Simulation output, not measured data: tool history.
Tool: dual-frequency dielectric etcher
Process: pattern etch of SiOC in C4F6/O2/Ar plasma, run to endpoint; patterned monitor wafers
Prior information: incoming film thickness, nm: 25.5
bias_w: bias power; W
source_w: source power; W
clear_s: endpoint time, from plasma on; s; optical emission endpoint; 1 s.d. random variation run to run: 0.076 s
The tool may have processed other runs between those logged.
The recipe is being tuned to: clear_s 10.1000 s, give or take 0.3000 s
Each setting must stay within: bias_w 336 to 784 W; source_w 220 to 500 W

| run | hour | bias_w | source_w | clear_s |
|---|---|---|---|---|
| 1 | 0.0 | 560 | 360 | 7.9103 |
| 2 | 5.4 | 511 | 330 | 8.4766 |
| 3 | 6.7 | 581 | 330 | 8.2559 |
| 4 | 14.8 | 553 | 310 | 8.5841 |
| 5 | 20.1 | 553 | 360 | 8.1168 |
|  | 23.3 | wet clean of the chamber |
| 6 | 23.3 | 553 | 400 | 8.1030 |
| 7 | 32.2 | 500 | 360 | 8.4996 |
| 8 | 40.9 | 460 | 340 | 8.8112 |
| 9 | 48.6 | 430 | 320 | 9.2755 |
| 10 | 49.3 | 411 | 310 | 9.4604 |
| 11 | 50.3 | 396 | 310 | 9.5138 |
| 12 | 57.3 | 383 | 300 | 9.7450 |

Below are 5 possible settings for the next run. Only one of them brings all results inside the allowed miss of their targets. Which is it?
| A | 64.3 | 361 | 280 | ? |
| B | 64.3 | 555 | 270 | ? |
| C | 64.3 | 336 | 260 | ? |
| D | 64.3 | 336 | 240 | ? |
| E | 64.3 | 336 | 250 | ? |

| move | clear_s |
|---|---|
| A | 10.1870 |
| B | 9.4966 |
| C | 10.6670 |
| D | 11.0670 |
| E | 10.8600 |
A: each result inside its tolerance
B: misses by more than the last run did
C: moves the result that the last run missed by most past its target, out the other side
D: moves the result that the last run missed by most past its target, out the other side
E: moves the result that the last run missed by most past its target, out the other side
A is the move that brings every result within its allowed miss.
